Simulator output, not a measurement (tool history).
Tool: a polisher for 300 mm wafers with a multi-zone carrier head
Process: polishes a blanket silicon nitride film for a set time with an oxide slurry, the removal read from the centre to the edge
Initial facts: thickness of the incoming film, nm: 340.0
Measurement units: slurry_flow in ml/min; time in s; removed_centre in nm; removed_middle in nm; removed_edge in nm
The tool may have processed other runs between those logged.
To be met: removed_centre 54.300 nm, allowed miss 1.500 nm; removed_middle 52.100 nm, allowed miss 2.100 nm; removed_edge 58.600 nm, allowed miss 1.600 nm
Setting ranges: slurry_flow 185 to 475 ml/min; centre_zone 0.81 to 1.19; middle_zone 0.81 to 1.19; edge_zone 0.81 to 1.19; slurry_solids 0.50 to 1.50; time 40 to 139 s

run 1 hour=0.0 | slurry_flow=305 centre_zone=1.00 middle_zone=1.00 edge_zone=1.00 slurry_solids=1.00 time=89 | removed_centre=76.569 removed_middle=77.167 removed_edge=76.141
run 2 hour=8.4 | slurry_flow=305 centre_zone=1.00 middle_zone=1.00 edge_zone=1.00 slurry_solids=1.00 time=107 | removed_centre=92.426 removed_middle=93.726 removed_edge=92.848
run 3 hour=16.0 | slurry_flow=300 centre_zone=0.98 middle_zone=0.97 edge_zone=0.99 slurry_solids=0.90 time=104 | removed_centre=84.276 removed_middle=83.362 removed_edge=84.844
run 4 hour=23.3 | slurry_flow=300 centre_zone=0.98 middle_zone=0.91 edge_zone=0.99 slurry_solids=0.90 time=104 | removed_centre=84.153 removed_middle=79.874 removed_edge=85.141
run 5 hour=24.6 | slurry_flow=300 centre_zone=0.98 middle_zone=0.91 edge_zone=0.99 slurry_solids=0.90 time=87 | removed_centre=70.449 removed_middle=66.882 removed_edge=71.270
run 6 hour=31.7 | slurry_flow=300 centre_zone=0.98 middle_zone=0.94 edge_zone=0.99 slurry_solids=0.90 time=87 | removed_centre=70.819 removed_middle=67.998 removed_edge=71.590
run 7 hour=35.4 | slurry_flow=295 centre_zone=0.96 middle_zone=0.93 edge_zone=0.97 slurry_solids=0.85 time=87 | removed_centre=67.169 removed_middle=66.419 removed_edge=69.397
run 8 hour=37.5 | slurry_flow=275 centre_zone=0.93 middle_zone=0.83 edge_zone=0.94 slurry_solids=0.60 time=85 | removed_centre=53.217 removed_middle=49.050 removed_edge=56.651

Which one of the following 5 next-run settings gets every result inside its allowed miss? There is exactly one.
run A hour=39.6 | slurry_flow=295 centre_zone=0.90 middle_zone=0.84 edge_zone=0.94 slurry_solids=0.60 time=87 | removed_centre=? removed_middle=? removed_edge=?
run B hour=39.6 | slurry_flow=280 centre_zone=0.99 middle_zone=0.83 edge_zone=1.00 slurry_solids=0.85 time=67 | removed_centre=? removed_middle=? removed_edge=?
run C hour=39.6 | slurry_flow=385 centre_zone=0.93 middle_zone=0.82 edge_zone=0.88 slurry_solids=0.55 time=87 | removed_centre=? removed_middle=? removed_edge=?
run D hour=39.6 | slurry_flow=250 centre_zone=0.94 middle_zone=0.90 edge_zone=0.95 slurry_solids=0.55 time=86 | removed_centre=? removed_middle=? removed_edge=?
run E hour=39.6 | slurry_flow=285 centre_zone=0.92 middle_zone=0.92 edge_zone=0.89 slurry_solids=0.65 time=80 | removed_centre=? removed_middle=? removed_edge=?

move=A removed_centre=53.402 removed_middle=52.603 removed_edge=58.194
move=B removed_centre=52.625 removed_middle=46.848 removed_edge=53.676
move=C removed_centre=54.094 removed_middle=50.570 removed_edge=55.336
move=D removed_centre=51.896 removed_middle=51.762 removed_edge=54.688
move=E removed_centre=51.951 removed_middle=53.747 removed_edge=54.273
A: all results land within tolerance of their targets
B: the biggest miss grows against the last run
C: the worst result of the last run now meets its target, but another is out of spec
D: the worst result of the last run now meets its target, but another is out of spec
E: the worst result of the last run now meets its target, but another is out of spec
The right move is A.
